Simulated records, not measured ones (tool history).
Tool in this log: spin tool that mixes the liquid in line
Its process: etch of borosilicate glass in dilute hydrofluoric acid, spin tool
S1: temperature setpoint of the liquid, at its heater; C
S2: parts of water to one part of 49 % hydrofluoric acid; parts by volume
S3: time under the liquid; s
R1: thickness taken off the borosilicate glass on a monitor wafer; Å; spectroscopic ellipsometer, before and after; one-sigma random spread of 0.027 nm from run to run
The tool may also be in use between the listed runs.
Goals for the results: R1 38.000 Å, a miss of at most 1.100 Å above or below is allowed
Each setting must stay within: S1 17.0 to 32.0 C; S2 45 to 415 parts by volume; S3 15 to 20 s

run	hour	S1	S2	S3	R1
1	0.0	24.0	230	20	47.258
2	4.8	24.0	230	15	35.142
3	7.0	24.0	230	20	47.332
4	15.3	22.0	230	20	43.669
5	22.2	20.5	230	20	41.445
6	23.0	20.5	160	20	63.301
7	28.8	19.5	185	20	52.385
8	30.3	19.0	200	20	46.375

5 candidate next runs follow, results not yet known. Just one meets every target within its allowed miss. Identify it.
A	31.8	19.0	190	20	?
B	31.8	18.0	230	20	?
C	31.8	25.5	250	15	?
D	31.8	20.5	185	20	?
E	31.8	18.0	215	20	?

move	R1
A	49.998
B	38.258
C	34.160
D	54.714
E	41.493
A: its largest miss is bigger than the last run's
B: hits every target within its allowed miss
C: carries the result that was furthest off beyond its target, to the other side
D: its largest miss is bigger than the last run's
E: closer than the last run, but not yet in spec
So the answer is move B, the one that meets all the targets.
